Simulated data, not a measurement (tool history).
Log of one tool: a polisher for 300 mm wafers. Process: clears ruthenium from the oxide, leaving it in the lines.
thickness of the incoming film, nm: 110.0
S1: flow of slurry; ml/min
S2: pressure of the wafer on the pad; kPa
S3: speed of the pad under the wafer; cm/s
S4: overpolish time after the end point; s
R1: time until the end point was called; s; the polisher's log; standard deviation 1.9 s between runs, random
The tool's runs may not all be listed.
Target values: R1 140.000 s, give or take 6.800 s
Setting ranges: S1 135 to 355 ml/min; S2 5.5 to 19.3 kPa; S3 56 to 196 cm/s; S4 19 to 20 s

run  hour   S1    S2   S3  S4       R1
  1   0.0  225  12.4  126  19   85.725
  2   4.2  175  12.4  126  19   89.071
  3   5.1  175  12.4  126  20   91.985
  4   9.3  175  12.4  152  20   74.453
  5  12.2  175  12.4  180  20   66.023
  6  13.1  170  11.0  174  20   74.298
  7  15.8  165  10.3  166  20   82.091
  8  21.1  165   9.7  160  20   89.221
  9  26.9  165   9.0  156  20   97.763
 10  30.5  165   8.3  154  20  105.220
 11  35.8  165   7.6  152  20  113.660
 12  43.3  165   6.9  150  20  123.910
 13  51.8  165   6.2  150  20  135.570

Which one of the following 5 next-run settings gets every result inside its allowed miss? There is exactly one.
  A  60.3  190  7.6  140  19   ?
  B  60.3  185  6.2  158  20   ?
  C  60.3  190  6.2  140  20   ?
  D  60.3  165  6.2  162  20   ?
  E  60.3  150  5.5  178  19   ?

move       R1
   A  120.600
   B  125.670
   C  139.730
   D  124.120
   E  124.840
A: moves away from the targets compared with the last run
B: moves away from the targets compared with the last run
C: every result lands within tolerance
D: moves away from the targets compared with the last run
E: moves away from the targets compared with the last run
Move C is the one to make.
